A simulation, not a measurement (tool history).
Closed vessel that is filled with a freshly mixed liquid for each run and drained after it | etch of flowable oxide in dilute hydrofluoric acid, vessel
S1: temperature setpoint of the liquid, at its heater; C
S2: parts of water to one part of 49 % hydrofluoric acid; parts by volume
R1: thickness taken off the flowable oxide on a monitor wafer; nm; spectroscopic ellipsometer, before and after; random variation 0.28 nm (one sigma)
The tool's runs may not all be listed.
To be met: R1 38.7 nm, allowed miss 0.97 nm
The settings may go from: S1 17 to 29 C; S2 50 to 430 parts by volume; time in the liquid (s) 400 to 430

{"run": 1, "hour": 0.0, "S1": 21, "S2": 240, "time in the liquid (s)": 400, "R1": 64.62}
{"run": 2, "hour": 1.5, "S1": 21, "S2": 275, "time in the liquid (s)": 400, "R1": 55.16}
{"run": 3, "hour": 10.7, "S1": 19, "S2": 275, "time in the liquid (s)": 400, "R1": 51.209}
{"run": 4, "hour": 15.6, "S1": 19, "S2": 275, "time in the liquid (s)": 400, "R1": 50.918}
{"run": 5, "hour": 19.4, "S1": 19, "S2": 275, "time in the liquid (s)": 430, "R1": 54.097}
{"run": 6, "hour": 22.4, "S1": 17, "S2": 275, "time in the liquid (s)": 430, "R1": 50.7}
{"run": 7, "hour": 31.5, "S1": 17, "S2": 290, "time in the liquid (s)": 430, "R1": 47.749}
{"run": 8, "hour": 35.6, "S1": 17, "S2": 300, "time in the liquid (s)": 430, "R1": 45.053}
{"run": 9, "hour": 39.4, "S1": 17, "S2": 310, "time in the liquid (s)": 430, "R1": 43.704}
{"run": 10, "hour": 44.9, "S1": 17, "S2": 315, "time in the liquid (s)": 430, "R1": 43.254}
{"run": 11, "hour": 47.9, "S1": 17, "S2": 320, "time in the liquid (s)": 430, "R1": 41.846}
{"run": 12, "hour": 57.0, "S1": 17, "S2": 325, "time in the liquid (s)": 430, "R1": 40.967}
{"run": 13, "hour": 65.6, "S1": 17, "S2": 330, "time in the liquid (s)": 430, "R1": 39.838}

Which of these 4 next moves meets every target?
{"run": "A", "hour": 74.2, "S1": 18.5, "S2": 335, "time in the liquid (s)": 400, "R1": "?"}
{"run": "B", "hour": 74.2, "S1": 17, "S2": 355, "time in the liquid (s)": 430, "R1": "?"}
{"run": "C", "hour": 74.2, "S1": 17, "S2": 340, "time in the liquid (s)": 400, "R1": "?"}
{"run": "D", "hour": 74.2, "S1": 17, "S2": 300, "time in the liquid (s)": 400, "R1": "?"}

move=A R1=38.675
move=B R1=36.527
move=C R1=35.909
move=D R1=42.057
A: meets every target
B: takes the result that was furthest off past its target
C: takes the result that was furthest off past its target
D: further off than the last run
Answer: A
